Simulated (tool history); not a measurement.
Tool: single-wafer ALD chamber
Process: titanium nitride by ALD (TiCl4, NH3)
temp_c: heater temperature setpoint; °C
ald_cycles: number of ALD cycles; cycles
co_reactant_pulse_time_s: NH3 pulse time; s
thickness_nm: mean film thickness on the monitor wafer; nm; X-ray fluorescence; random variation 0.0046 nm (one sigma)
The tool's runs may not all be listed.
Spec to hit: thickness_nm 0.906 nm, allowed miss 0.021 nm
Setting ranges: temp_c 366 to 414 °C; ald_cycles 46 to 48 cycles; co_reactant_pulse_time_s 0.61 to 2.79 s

run 1 day=0 | temp_c=390 ald_cycles=48 co_reactant_pulse_time_s=1.7 | thickness_nm=1.0166
run 2 day=0.317 | temp_c=385 ald_cycles=48 co_reactant_pulse_time_s=1.5 | thickness_nm=0.99703
run 3 day=0.654 | temp_c=378 ald_cycles=48 co_reactant_pulse_time_s=1.5 | thickness_nm=0.9822
run 4 day=0.883 | temp_c=378 ald_cycles=48 co_reactant_pulse_time_s=1.88 | thickness_nm=1
run 5 day=1.042 | temp_c=376 ald_cycles=48 co_reactant_pulse_time_s=1.7 | thickness_nm=0.99966
run 6 day=1.375 | temp_c=374 ald_cycles=48 co_reactant_pulse_time_s=1.5 | thickness_nm=0.97136
run 7 day=1.429 | temp_c=373 ald_cycles=48 co_reactant_pulse_time_s=1.43 | thickness_nm=0.96511
run 8 day=1.492 | temp_c=372 ald_cycles=48 co_reactant_pulse_time_s=1.37 | thickness_nm=0.94561
run 9 day=1.854 | temp_c=372 ald_cycles=48 co_reactant_pulse_time_s=1.36 | thickness_nm=0.94496
run 10 day=1.925 | temp_c=368 ald_cycles=46 co_reactant_pulse_time_s=1.13 | thickness_nm=0.87525
run 11 day=2.208 | temp_c=369 ald_cycles=46 co_reactant_pulse_time_s=1.13 | thickness_nm=0.87527

Which of these 4 next moves meets every target?
run A day=2.492 | temp_c=367 ald_cycles=47 co_reactant_pulse_time_s=1.92 | thickness_nm=?
run B day=2.492 | temp_c=375 ald_cycles=48 co_reactant_pulse_time_s=0.84 | thickness_nm=?
run C day=2.492 | temp_c=367 ald_cycles=48 co_reactant_pulse_time_s=1.47 | thickness_nm=?
run D day=2.492 | temp_c=367 ald_cycles=46 co_reactant_pulse_time_s=1.34 | thickness_nm=?

move=A thickness_nm=0.97144
move=B thickness_nm=0.85522
move=C thickness_nm=0.95881
move=D thickness_nm=0.90491
A: carries the result that was furthest off beyond its target, to the other side
B: its largest miss is bigger than the last run's
C: carries the result that was furthest off beyond its target, to the other side
D: each result inside its tolerance
Go with D: it meets all targets.

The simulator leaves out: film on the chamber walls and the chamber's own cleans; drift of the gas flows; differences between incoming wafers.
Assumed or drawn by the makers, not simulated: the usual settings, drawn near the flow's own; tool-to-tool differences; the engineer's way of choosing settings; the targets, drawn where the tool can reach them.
